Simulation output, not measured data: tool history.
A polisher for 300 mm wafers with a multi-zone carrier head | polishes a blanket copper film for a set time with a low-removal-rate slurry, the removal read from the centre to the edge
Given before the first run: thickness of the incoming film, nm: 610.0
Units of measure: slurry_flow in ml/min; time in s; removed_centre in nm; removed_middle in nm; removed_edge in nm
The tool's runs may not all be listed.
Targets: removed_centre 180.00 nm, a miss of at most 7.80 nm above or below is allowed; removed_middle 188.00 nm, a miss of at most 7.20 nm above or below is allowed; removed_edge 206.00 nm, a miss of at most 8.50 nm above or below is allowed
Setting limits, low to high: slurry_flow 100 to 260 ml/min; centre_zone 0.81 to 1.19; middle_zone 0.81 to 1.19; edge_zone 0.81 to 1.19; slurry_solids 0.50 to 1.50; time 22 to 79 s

run	hour	slurry_flow	centre_zone	middle_zone	edge_zone	slurry_solids	time	removed_centre	removed_middle	removed_edge
1	0.0	165	1.00	1.00	1.00	1.00	50	245.40	248.51	245.46
2	2.8	165	1.00	1.00	0.92	1.00	50	249.62	248.26	237.96
3	9.1	160	0.98	0.99	0.92	0.95	50	240.86	242.56	234.88
4	16.6	160	0.98	0.99	0.95	0.95	50	238.61	238.42	238.48
5	19.0	160	0.98	0.99	0.95	1.10	50	237.93	245.84	247.59
6	21.8	160	0.98	0.99	0.95	1.25	50	251.66	259.31	252.30
7	25.3	160	0.97	0.98	0.95	1.20	50	248.31	246.78	247.92
8	28.9	155	0.96	0.98	0.95	1.15	50	239.35	246.06	247.23
9	33.2	155	0.95	0.97	0.95	1.10	50	234.34	240.64	246.47
10	33.7	155	0.94	0.97	0.95	1.05	50	235.12	238.65	242.61
11	35.3	150	0.93	0.97	0.95	1.00	49	217.61	233.23	234.42
12	37.0	150	0.92	0.96	0.95	0.95	49	217.55	225.68	232.62
13	38.4	145	0.91	0.95	0.95	0.90	49	210.37	218.49	232.59
14	44.0	145	0.90	0.95	0.94	0.85	49	209.36	221.95	224.19
15	48.9	140	0.89	0.94	0.94	0.85	49	199.86	211.17	224.41
16	57.4	140	0.89	0.94	0.94	0.85	49	203.04	214.72	221.49
17	63.8	135	0.89	0.93	0.94	0.85	49	198.90	211.63	222.60
18	68.7	135	0.89	0.92	0.94	0.85	49	196.97	208.92	216.62
19	77.4	135	0.89	0.91	0.95	0.85	49	199.24	205.93	217.93
20	85.3	130	0.89	0.91	0.95	0.85	49	194.85	203.78	219.41

Pick the move, out of 4, that brings all results within their allowed miss; only one does.
A	93.2	180	0.92	0.99	0.88	0.70	48	?	?	?
B	93.2	135	0.90	0.92	1.01	0.85	44	?	?	?
C	93.2	155	0.84	0.95	0.99	0.75	52	?	?	?
D	93.2	115	0.99	0.83	1.06	1.10	49	?	?	?

move	removed_centre	removed_middle	removed_edge
A	202.14	227.34	205.84
B	176.06	191.88	200.56
C	196.10	234.43	234.03
D	216.55	198.10	234.26
A: lands further from the targets than the last run did
B: all results in spec
C: lands further from the targets than the last run did
D: lands further from the targets than the last run did
Answer: B

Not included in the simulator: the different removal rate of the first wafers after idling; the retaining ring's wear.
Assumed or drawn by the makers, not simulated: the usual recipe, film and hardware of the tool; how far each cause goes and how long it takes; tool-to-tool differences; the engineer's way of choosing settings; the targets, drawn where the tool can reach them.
